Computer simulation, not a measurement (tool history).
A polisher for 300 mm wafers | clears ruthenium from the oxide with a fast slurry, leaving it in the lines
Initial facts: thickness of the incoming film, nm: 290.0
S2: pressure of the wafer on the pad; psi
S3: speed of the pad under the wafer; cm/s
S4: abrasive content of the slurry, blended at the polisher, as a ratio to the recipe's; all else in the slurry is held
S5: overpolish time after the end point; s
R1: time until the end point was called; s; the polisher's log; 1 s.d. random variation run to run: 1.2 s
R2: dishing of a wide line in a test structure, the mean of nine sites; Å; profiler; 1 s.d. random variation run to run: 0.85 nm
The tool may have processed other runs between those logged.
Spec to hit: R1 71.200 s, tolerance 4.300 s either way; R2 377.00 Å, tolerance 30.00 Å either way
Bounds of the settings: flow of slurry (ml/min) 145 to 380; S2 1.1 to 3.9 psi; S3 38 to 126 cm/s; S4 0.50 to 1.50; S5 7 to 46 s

{"run": 1, "hour": 0.0, "flow of slurry (ml/min)": 245, "S2": 2.5, "S3": 82, "S4": 1.0, "S5": 24, "R1": 87.207, "R2": 564.14}
{"run": 2, "hour": 8.9, "flow of slurry (ml/min)": 300, "S2": 2.5, "S3": 82, "S4": 1.0, "S5": 24, "R1": 88.156, "R2": 566.06}
{"run": 3, "hour": 15.1, "flow of slurry (ml/min)": 290, "S2": 2.6, "S3": 82, "S4": 1.0, "S5": 20, "R1": 85.095, "R2": 500.5}
{"run": 4, "hour": 17.7, "flow of slurry (ml/min)": 290, "S2": 2.6, "S3": 82, "S4": 1.0, "S5": 25, "R1": 85.947, "R2": 585.52}
{"run": 5, "hour": 20.7, "flow of slurry (ml/min)": 290, "S2": 2.6, "S3": 82, "S4": 1.0, "S5": 31, "R1": 83.324, "R2": 704.0}
{"run": 6, "hour": 22.9, "flow of slurry (ml/min)": 290, "S2": 2.6, "S3": 82, "S4": 1.1, "S5": 31, "R1": 81.133, "R2": 698.39}
{"run": 7, "hour": 24.0, "flow of slurry (ml/min)": 290, "S2": 2.7, "S3": 82, "S4": 1.15, "S5": 25, "R1": 74.91, "R2": 626.08}
{"run": 8, "hour": 32.0, "flow of slurry (ml/min)": 290, "S2": 2.7, "S3": 82, "S4": 1.2, "S5": 21, "R1": 74.581, "R2": 558.79}
{"run": 9, "hour": 39.5, "flow of slurry (ml/min)": 290, "S2": 2.7, "S3": 82, "S4": 1.25, "S5": 18, "R1": 70.515, "R2": 525.19}
{"run": 10, "hour": 40.3, "flow of slurry (ml/min)": 290, "S2": 2.7, "S3": 82, "S4": 1.25, "S5": 15, "R1": 72.429, "R2": 440.2}
{"run": 11, "hour": 42.7, "flow of slurry (ml/min)": 290, "S2": 2.7, "S3": 82, "S4": 1.25, "S5": 14, "R1": 71.685, "R2": 424.66}

Below are 4 possible settings for the next run. Only one of them brings all results inside the allowed miss of their targets. Which is it?
{"run": "A", "hour": 45.1, "flow of slurry (ml/min)": 310, "S2": 2.6, "S3": 86, "S4": 1.25, "S5": 12, "R1": "?", "R2": "?"}
{"run": "B", "hour": 45.1, "flow of slurry (ml/min)": 290, "S2": 2.6, "S3": 76, "S4": 1.1, "S5": 14, "R1": "?", "R2": "?"}
{"run": "C", "hour": 45.1, "flow of slurry (ml/min)": 355, "S2": 2.2, "S3": 92, "S4": 1.5, "S5": 16, "R1": "?", "R2": "?"}
{"run": "D", "hour": 45.1, "flow of slurry (ml/min)": 230, "S2": 2.8, "S3": 66, "S4": 1.25, "S5": 14, "R1": "?", "R2": "?"}

move=A R1=72.401 R2=359.56
move=B R1=84.009 R2=361.20
move=C R1=72.551 R2=453.49
move=D R1=82.956 R2=365.02
A: hits every target within its allowed miss
B: the worst result of the last run now meets its target, but another is out of spec
C: misses by more than the last run did
D: the worst result of the last run now meets its target, but another is out of spec
Correct choice: A, which meets every target

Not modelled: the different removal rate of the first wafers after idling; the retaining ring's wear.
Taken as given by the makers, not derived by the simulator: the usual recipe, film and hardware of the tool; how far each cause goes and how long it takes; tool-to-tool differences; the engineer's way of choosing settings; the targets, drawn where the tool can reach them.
